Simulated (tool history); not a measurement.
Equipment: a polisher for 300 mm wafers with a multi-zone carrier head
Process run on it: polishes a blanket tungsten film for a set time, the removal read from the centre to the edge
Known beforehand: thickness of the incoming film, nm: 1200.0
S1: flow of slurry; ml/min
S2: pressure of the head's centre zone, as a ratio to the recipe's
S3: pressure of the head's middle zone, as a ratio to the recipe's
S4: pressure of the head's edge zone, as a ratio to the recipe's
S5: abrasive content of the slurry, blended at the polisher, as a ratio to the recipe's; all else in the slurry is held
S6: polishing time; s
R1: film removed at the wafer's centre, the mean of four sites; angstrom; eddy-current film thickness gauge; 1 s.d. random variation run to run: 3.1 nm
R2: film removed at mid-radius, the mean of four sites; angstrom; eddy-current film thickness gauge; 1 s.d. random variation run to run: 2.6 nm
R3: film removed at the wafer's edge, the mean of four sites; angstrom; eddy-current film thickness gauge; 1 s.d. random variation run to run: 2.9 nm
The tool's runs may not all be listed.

Run 1, hour 0.0: S1 290 ml/min, S2 1.00, S3 1.00, S4 1.00, S5 1.00, S6 58 s. Result: R1 3905.9 angstrom, R2 3898.0 angstrom, R3 3844.0 angstrom.
Run 2, hour 1.0: S1 290 ml/min, S2 1.00, S3 1.00, S4 1.00, S5 0.90, S6 58 s. Result: R1 3826.0 angstrom, R2 3810.4 angstrom, R3 3673.2 angstrom.
Run 3, hour 9.0: S1 290 ml/min, S2 0.97, S3 0.99, S4 0.97, S5 0.75, S6 52 s. Result: R1 3168.7 angstrom, R2 3192.2 angstrom, R3 3099.1 angstrom.
Run 4, hour 13.8: S1 290 ml/min, S2 1.04, S3 0.99, S4 0.97, S5 0.75, S6 52 s. Result: R1 3357.3 angstrom, R2 3226.4 angstrom, R3 3127.6 angstrom.
Run 5, hour 22.3: S1 315 ml/min, S2 1.04, S3 0.99, S4 0.97, S5 0.75, S6 52 s. Result: R1 3406.5 angstrom, R2 3213.0 angstrom, R3 3078.8 angstrom.
Run 6, hour 29.9: S1 315 ml/min, S2 1.01, S3 1.00, S4 0.94, S5 0.65, S6 48 s. Result: R1 2972.8 angstrom, R2 2868.0 angstrom, R3 2799.8 angstrom.
Run 7, hour 33.2: S1 315 ml/min, S2 1.01, S3 1.00, S4 0.94, S5 0.65, S6 48 s. Result: R1 2948.1 angstrom, R2 2827.6 angstrom, R3 2731.3 angstrom.

Forecast run 8:
Run 8, hour 38.4: S1 310 ml/min, S2 0.99, S3 1.04, S4 0.91, S5 0.60, S6 46 s. Result: R1 ?, R2 ?, R3 ?.

Run 8 measured R1 2708.2 angstrom, R2 2812.4 angstrom, R3 2532.3 angstrom.
